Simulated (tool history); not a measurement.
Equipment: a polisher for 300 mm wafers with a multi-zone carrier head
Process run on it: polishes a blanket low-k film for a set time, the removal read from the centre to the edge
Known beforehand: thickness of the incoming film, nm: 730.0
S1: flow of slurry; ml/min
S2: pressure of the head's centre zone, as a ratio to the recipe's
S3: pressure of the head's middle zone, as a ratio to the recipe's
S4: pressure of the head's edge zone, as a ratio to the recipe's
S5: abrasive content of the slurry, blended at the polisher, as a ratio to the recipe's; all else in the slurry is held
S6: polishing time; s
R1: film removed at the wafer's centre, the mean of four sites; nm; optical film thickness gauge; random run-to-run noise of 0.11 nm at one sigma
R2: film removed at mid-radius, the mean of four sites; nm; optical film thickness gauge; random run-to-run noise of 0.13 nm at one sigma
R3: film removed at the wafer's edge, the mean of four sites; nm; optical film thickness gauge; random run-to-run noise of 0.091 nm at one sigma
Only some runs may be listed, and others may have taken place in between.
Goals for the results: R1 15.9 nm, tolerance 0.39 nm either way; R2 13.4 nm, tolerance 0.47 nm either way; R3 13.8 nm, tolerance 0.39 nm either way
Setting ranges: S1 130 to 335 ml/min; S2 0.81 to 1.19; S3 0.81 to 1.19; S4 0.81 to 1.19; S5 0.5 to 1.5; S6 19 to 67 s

Run 1, hour 0: S1 215 ml/min, S2 1, S3 1, S4 1, S5 1, S6 43 s. Result: R1 11.934 nm, R2 11.942 nm, R3 12.046 nm.
Run 2, hour 0.9: S1 260 ml/min, S2 1, S3 1, S4 1, S5 1, S6 43 s. Result: R1 12.246 nm, R2 12.229 nm, R3 12.262 nm.
Run 3, hour 3.5: S1 260 ml/min, S2 1, S3 1, S4 1, S5 0.85, S6 43 s. Result: R1 11.38 nm, R2 11.443 nm, R3 11.348 nm.
Run 4, hour 5.6: S1 260 ml/min, S2 1.04, S3 1, S4 1, S5 0.85, S6 43 s. Result: R1 11.829 nm, R2 11.219 nm, R3 11.479 nm.
Run 5, hour 12.7: S1 270 ml/min, S2 1.08, S3 1.02, S4 1.01, S5 0.9, S6 43 s. Result: R1 12.789 nm, R2 11.83 nm, R3 11.902 nm.
Run 6, hour 19.9: S1 270 ml/min, S2 1.08, S3 1.02, S4 1.01, S5 0.9, S6 50 s. Result: R1 14.75 nm, R2 13.497 nm, R3 13.625 nm.
Run 7, hour 27: S1 280 ml/min, S2 1.1, S3 1.02, S4 1.01, S5 0.9, S6 50 s. Result: R1 15.359 nm, R2 13.472 nm, R3 13.73 nm.
Run 8, hour 35.7: S1 285 ml/min, S2 1.11, S3 1.02, S4 1.01, S5 0.9, S6 50 s. Result: R1 15.231 nm, R2 13.968 nm, R3 13.766 nm.

Which of these 5 next moves meets every target?
Run A, hour 44.4: S1 275 ml/min, S2 1.06, S3 1.05, S4 1.04, S5 0.9, S6 50 s. Result: R1 ?, R2 ?, R3 ?.
Run B, hour 44.4: S1 310 ml/min, S2 1.12, S3 1.07, S4 1.02, S5 0.8, S6 50 s. Result: R1 ?, R2 ?, R3 ?.
Run C, hour 44.4: S1 300 ml/min, S2 1.1, S3 1.05, S4 1.18, S5 1.2, S6 42 s. Result: R1 ?, R2 ?, R3 ?.
Run D, hour 44.4: S1 260 ml/min, S2 1.15, S3 0.98, S4 0.99, S5 0.9, S6 51 s. Result: R1 ?, R2 ?, R3 ?.
Run E, hour 44.4: S1 275 ml/min, S2 1.18, S3 1.08, S4 1, S5 1, S6 49 s. Result: R1 ?, R2 ?, R3 ?.

move      R1      R2      R3
   A  14.346  14.049  14.092
   B   14.62  13.709  13.403
   C  14.152  13.338  14.239
   D  15.751  13.572  13.976
   E  16.334  14.651   14.14
A: its largest miss is bigger than the last run's
B: its largest miss is bigger than the last run's
C: its largest miss is bigger than the last run's
D: every result lands within tolerance
E: the result that was furthest off in the last run now lies on the other side of its target
Move D is the one to make.
